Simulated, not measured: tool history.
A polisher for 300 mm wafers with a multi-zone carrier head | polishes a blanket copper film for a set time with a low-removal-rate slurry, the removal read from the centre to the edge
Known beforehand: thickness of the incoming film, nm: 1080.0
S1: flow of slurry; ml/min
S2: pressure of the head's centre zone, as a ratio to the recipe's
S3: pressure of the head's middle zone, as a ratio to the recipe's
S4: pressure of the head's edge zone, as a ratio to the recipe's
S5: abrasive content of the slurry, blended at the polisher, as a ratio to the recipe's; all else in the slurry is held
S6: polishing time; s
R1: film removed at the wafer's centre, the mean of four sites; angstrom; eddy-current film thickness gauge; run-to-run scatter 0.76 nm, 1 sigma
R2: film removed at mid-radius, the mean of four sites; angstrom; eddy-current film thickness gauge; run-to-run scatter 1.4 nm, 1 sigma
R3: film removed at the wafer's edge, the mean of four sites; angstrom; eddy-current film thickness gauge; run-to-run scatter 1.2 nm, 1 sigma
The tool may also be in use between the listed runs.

{"run": 1, "hour": 0.0, "S1": 130, "S2": 1, "S3": 1, "S4": 1, "S5": 1, "S6": 34, "R1": 889.34, "R2": 973.78, "R3": 1011}
{"run": 2, "hour": 8.2, "S1": 130, "S2": 1, "S3": 1, "S4": 0.93, "S5": 1, "S6": 34, "R1": 896.15, "R2": 991.26, "R3": 963.74}
{"run": 3, "hour": 14.6, "S1": 105, "S2": 1, "S3": 1, "S4": 0.93, "S5": 1, "S6": 34, "R1": 836.25, "R2": 956.91, "R3": 932.54}
{"run": 4, "hour": 22.6, "S1": 105, "S2": 1, "S3": 1, "S4": 1, "S5": 1, "S6": 34, "R1": 846.81, "R2": 920.83, "R3": 982.25}
{"run": 5, "hour": 27.5, "S1": 85, "S2": 1, "S3": 1, "S4": 1, "S5": 1, "S6": 34, "R1": 784.35, "R2": 888.72, "R3": 925.35}
{"run": 6, "hour": 32.0, "S1": 115, "S2": 1.03, "S3": 0.97, "S4": 0.99, "S5": 0.95, "S6": 34, "R1": 892.42, "R2": 916.54, "R3": 968.22}
{"run": 7, "hour": 35.5, "S1": 150, "S2": 1.1, "S3": 0.87, "S4": 0.96, "S5": 0.8, "S6": 34, "R1": 964.97, "R2": 866.98, "R3": 955.86}
{"run": 8, "hour": 42.1, "S1": 160, "S2": 1.12, "S3": 0.87, "S4": 0.97, "S5": 0.85, "S6": 34, "R1": 1014.9, "R2": 910.14, "R3": 980.58}
{"run": 9, "hour": 46.2, "S1": 165, "S2": 1.14, "S3": 0.85, "S4": 0.98, "S5": 0.85, "S6": 34, "R1": 1022.5, "R2": 874.59, "R3": 993.21}
{"run": 10, "hour": 49.1, "S1": 170, "S2": 1.15, "S3": 0.84, "S4": 0.97, "S5": 0.9, "S6": 34, "R1": 1072.4, "R2": 898.61, "R3": 996.59}
{"run": 11, "hour": 54.9, "S1": 175, "S2": 1.16, "S3": 0.84, "S4": 0.98, "S5": 0.95, "S6": 34, "R1": 1085.9, "R2": 903.72, "R3": 1006}
{"run": 12, "hour": 59.5, "S1": 180, "S2": 1.17, "S3": 0.84, "S4": 0.99, "S5": 1, "S6": 34, "R1": 1131.1, "R2": 920.05, "R3": 1054.1}
{"hour": 62.0, "done": "centre zone pressure recalibrated"}
{"run": 13, "hour": 62.0, "S1": 185, "S2": 1.18, "S3": 0.84, "S4": 0.99, "S5": 1, "S6": 34, "R1": 1263.9, "R2": 944.79, "R3": 1026.5}
{"run": 14, "hour": 65.4, "S1": 180, "S2": 1.17, "S3": 0.85, "S4": 1, "S5": 1, "S6": 34, "R1": 1247.3, "R2": 967.95, "R3": 1051.4}

Run 15 has not been measured yet. What should we expect?
{"run": 15, "hour": 69.9, "S1": 175, "S2": 1.17, "S3": 0.85, "S4": 1.01, "S5": 1, "S6": 34, "R1": "?", "R2": "?", "R3": "?"}

Run 15 yielded R1 1245.5 angstrom, R2 921.58 angstrom, R3 1054 angstrom.

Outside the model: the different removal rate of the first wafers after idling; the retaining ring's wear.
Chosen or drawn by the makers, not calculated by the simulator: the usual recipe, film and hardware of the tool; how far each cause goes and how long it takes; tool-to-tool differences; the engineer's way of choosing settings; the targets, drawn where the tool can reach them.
